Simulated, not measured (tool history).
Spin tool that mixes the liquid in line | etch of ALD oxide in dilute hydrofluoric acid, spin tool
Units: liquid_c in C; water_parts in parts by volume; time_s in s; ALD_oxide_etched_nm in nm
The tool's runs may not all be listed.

run 1 day=0 | liquid_c=24 water_parts=55 time_s=15 | ALD_oxide_etched_nm=4.1672
run 2 day=0.208 | liquid_c=24 water_parts=40 time_s=15 | ALD_oxide_etched_nm=5.8414
run 3 day=0.304 | liquid_c=25.5 water_parts=40 time_s=15 | ALD_oxide_etched_nm=6.228
run 4 day=0.492 | liquid_c=27 water_parts=35 time_s=15 | ALD_oxide_etched_nm=7.5922
run 5 day=0.825 | liquid_c=30 water_parts=35 time_s=15 | ALD_oxide_etched_nm=8.5412
run 6 day=0.933 | liquid_c=27 water_parts=35 time_s=15 | ALD_oxide_etched_nm=7.587
run 7 day=1.071 | liquid_c=28 water_parts=30 time_s=15 | ALD_oxide_etched_nm=9.3687
run 8 day=1.171 | liquid_c=29 water_parts=30 time_s=15 | ALD_oxide_etched_nm=9.6468
run 9 day=1.45 | liquid_c=29.5 water_parts=30 time_s=15 | ALD_oxide_etched_nm=9.8532
run 10 day=1.704 | liquid_c=30 water_parts=30 time_s=15 | ALD_oxide_etched_nm=10.077
run 11 day=1.854 | liquid_c=30.5 water_parts=30 time_s=15 | ALD_oxide_etched_nm=10.294
run 12 day=1.971 | liquid_c=31 water_parts=30 time_s=15 | ALD_oxide_etched_nm=10.507
run 13 day=2.271 | liquid_c=31.5 water_parts=25 time_s=15 | ALD_oxide_etched_nm=12.889

Run 14 comes next. What will it give?
run 14 day=2.308 | liquid_c=31 water_parts=25 time_s=15 | ALD_oxide_etched_nm=?

ALD_oxide_etched_nm: 12.739 nm

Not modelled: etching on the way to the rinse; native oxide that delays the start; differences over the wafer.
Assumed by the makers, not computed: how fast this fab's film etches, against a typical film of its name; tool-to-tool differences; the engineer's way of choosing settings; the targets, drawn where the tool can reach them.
